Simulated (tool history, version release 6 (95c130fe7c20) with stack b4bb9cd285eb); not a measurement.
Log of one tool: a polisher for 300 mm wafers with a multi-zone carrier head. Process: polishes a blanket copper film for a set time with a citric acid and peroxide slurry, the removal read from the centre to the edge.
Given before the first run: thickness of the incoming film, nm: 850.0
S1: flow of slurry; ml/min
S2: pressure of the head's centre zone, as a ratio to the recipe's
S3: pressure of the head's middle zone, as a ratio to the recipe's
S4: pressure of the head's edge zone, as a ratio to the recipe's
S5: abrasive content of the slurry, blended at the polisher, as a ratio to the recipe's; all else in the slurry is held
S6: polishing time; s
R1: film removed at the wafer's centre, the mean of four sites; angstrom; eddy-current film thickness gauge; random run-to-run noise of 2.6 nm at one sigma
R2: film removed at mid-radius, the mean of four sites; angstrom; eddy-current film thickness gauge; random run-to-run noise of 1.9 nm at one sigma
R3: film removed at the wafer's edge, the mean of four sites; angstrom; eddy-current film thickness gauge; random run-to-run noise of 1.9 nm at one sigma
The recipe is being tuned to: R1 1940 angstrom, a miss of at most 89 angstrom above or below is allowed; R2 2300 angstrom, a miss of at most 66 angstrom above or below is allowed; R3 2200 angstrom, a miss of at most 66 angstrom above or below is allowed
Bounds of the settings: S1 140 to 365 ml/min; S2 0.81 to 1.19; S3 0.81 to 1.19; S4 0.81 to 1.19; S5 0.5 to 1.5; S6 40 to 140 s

run,hour,S1,S2,S3,S4,S5,S6,R1,R2,R3
1,0,235,1,1,1,1,90,2800.8,2774.6,2804.8
2,3.9,235,1,1,1,1,72,2225.5,2250.3,2223.8
3,8.2,235,1.04,1,1,1,72,2328.2,2256.2,2233.6
4,10.6,235,1.04,1,1,1.2,72,2426.2,2330.2,2344.2
5,14.8,230,1.02,1,1,1.2,72,2350.1,2354.4,2279
6,18.1,230,1.02,0.97,1,1.2,72,2321.9,2286.3,2303.4
7,25.8,225,1,0.97,1,1.2,72,2292,2279.6,2314.8
8,26.6,220,0.98,0.97,1,1.2,72,2279,2282.9,2312.4
9,34.4,220,0.96,0.97,1,1.2,72,2192.1,2266.4,2330.4
10,40.8,220,0.96,0.97,1,1.2,72,2224.4,2289.7,2320.3
11,41.7,220,0.95,0.97,0.99,1.2,72,2188.2,2302.7,2304.7
12,50,215,0.94,0.97,0.99,1.2,72,2203,2271.2,2287.5
13,58.1,220,0.93,0.98,0.99,1.2,72,2158.9,2292.1,2278.9

5 next moves are on the table. One of them brings every result within its allowed miss. Which?
A,66.2,180,0.87,0.95,1.02,1.35,68,?,?,?
B,66.2,200,0.89,0.95,1.02,1.25,74,?,?,?
C,66.2,245,0.83,1.03,1.01,1.25,68,?,?,?
D,66.2,200,1.05,0.99,0.95,1.05,71,?,?,?
E,66.2,285,0.81,0.96,1.14,0.95,74,?,?,?

move,R1,R2,R3
A,1996,2148.2,2205.4
B,2199.1,2325.1,2380.3
C,1968.2,2311.9,2208.5
D,2295.5,2212,2125.1
E,2015.5,2286.4,2435.2
A: corrects the largest miss of the last run, while another result sits out of spec
B: lands further from the targets than the last run did
C: meets every target
D: lands further from the targets than the last run did
E: corrects the largest miss of the last run, while another result sits out of spec
Answer: C
